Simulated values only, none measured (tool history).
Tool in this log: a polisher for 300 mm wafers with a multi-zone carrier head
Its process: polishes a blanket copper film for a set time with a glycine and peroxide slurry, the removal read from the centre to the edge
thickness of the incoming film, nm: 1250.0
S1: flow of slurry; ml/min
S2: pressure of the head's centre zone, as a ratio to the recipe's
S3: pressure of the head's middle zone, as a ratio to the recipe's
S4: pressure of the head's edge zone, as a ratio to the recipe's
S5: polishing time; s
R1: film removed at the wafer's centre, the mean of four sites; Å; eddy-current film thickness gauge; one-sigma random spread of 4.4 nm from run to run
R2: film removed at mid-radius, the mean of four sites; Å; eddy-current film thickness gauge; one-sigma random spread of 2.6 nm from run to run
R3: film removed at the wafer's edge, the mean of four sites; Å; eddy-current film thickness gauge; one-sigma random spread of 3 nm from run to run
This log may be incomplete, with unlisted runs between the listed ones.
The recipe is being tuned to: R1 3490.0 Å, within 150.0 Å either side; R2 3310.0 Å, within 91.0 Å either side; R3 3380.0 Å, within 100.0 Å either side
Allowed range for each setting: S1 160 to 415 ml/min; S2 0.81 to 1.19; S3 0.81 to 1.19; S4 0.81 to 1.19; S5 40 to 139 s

run,hour,S1,S2,S3,S4,S5,R1,R2,R3
1,0.0,265,1.00,1.00,1.00,89,4549.4,4401.0,4481.7
2,2.5,260,0.99,0.98,0.97,84,4338.1,4054.3,4151.0
3,6.5,255,0.96,0.97,0.94,81,4063.6,3881.3,3950.1
4,14.1,290,0.96,0.97,0.94,81,4045.4,3880.3,3996.1
5,20.1,290,0.91,0.97,0.94,81,3796.2,3930.2,4048.9
6,26.8,350,0.91,0.97,0.94,81,4013.9,3915.5,4090.7
7,35.6,335,0.91,0.96,0.91,79,3789.8,3819.6,3867.1
8,42.4,330,0.91,0.93,0.89,78,3710.8,3677.4,3756.6
9,44.5,325,0.91,0.91,0.87,77,3659.4,3523.6,3731.7
10,53.0,320,0.92,0.91,0.85,76,3677.5,3536.8,3606.3
11,57.2,315,0.92,0.90,0.84,75,3623.4,3392.1,3518.8
12,64.1,310,0.92,0.90,0.83,75,3622.2,3461.5,3518.4

Exercise: of the 4 proposed moves below, exactly one satisfies all targets within the stated allowed misses. Which move is it?
A,71.0,315,0.90,0.86,0.92,77,?,?,?
B,71.0,385,0.93,0.92,0.85,70,?,?,?
C,71.0,350,0.89,1.03,0.81,70,?,?,?
D,71.0,285,1.02,0.88,0.81,72,?,?,?

move,R1,R2,R3
A,3755.4,3360.6,3844.0
B,3594.6,3283.9,3411.1
C,3413.4,3585.1,3315.4
D,3943.4,3171.2,3369.2
A: the furthest-off result lands on target, but another misses its tolerance
B: all results in spec
C: its largest miss is bigger than the last run's
D: takes the result that was furthest off past its target
Move B is the one to make.
